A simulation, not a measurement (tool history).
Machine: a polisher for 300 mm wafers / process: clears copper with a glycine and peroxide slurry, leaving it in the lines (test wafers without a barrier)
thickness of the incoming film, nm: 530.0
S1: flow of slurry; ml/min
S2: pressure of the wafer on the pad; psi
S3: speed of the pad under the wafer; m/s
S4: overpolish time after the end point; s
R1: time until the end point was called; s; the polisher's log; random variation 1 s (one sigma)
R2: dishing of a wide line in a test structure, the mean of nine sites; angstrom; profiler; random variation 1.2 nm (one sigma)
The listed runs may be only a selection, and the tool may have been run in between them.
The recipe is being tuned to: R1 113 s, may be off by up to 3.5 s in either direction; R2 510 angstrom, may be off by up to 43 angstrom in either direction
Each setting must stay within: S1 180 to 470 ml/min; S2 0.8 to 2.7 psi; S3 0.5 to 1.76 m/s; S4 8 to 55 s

run  hour   S1   S2    S3  S4      R1      R2
  1     0  300  1.7  1.12  28  160.46  602.05
  2     5  300  1.7  1.24  28  150.13  625.72
  3  13.2  300  1.9  1.26  23  134.12  615.66
  4  17.9  300  1.7  1.26  23     146  537.91
  5  24.2  300  1.5  1.26  23  161.75   504.7
  6  30.5  300  1.7  1.28  20  147.54  516.37
  7  36.2  305  2.2  1.32   8  115.53  283.59
  8    44  305  2.2  1.34  11  114.66  374.46
     52.6  -- head pressure recalibrated
  9  52.6  305  2.2  1.36  13  102.96  475.27

Pick the move, out of 5, that brings all results within their allowed miss; only one does.
  A  61.2  335  2.2   1.3  11   ?   ?
  B  61.2  330  1.9  1.58  14   ?   ?
  C  61.2  290  2.1   1.6  13   ?   ?
  D  61.2  365  2.5   1.3  13   ?   ?
  E  61.2  340    2  1.34  16   ?   ?

move      R1      R2
   A  106.05  397.34
   B  101.96  491.68
   C  93.518  499.23
   D  94.778  501.59
   E  111.78  511.98
A: closes in on the targets versus the last run, not all within tolerance yet
B: its largest miss is bigger than the last run's
C: its largest miss is bigger than the last run's
D: its largest miss is bigger than the last run's
E: hits every target within its allowed miss
E is the move that brings every result within its allowed miss.
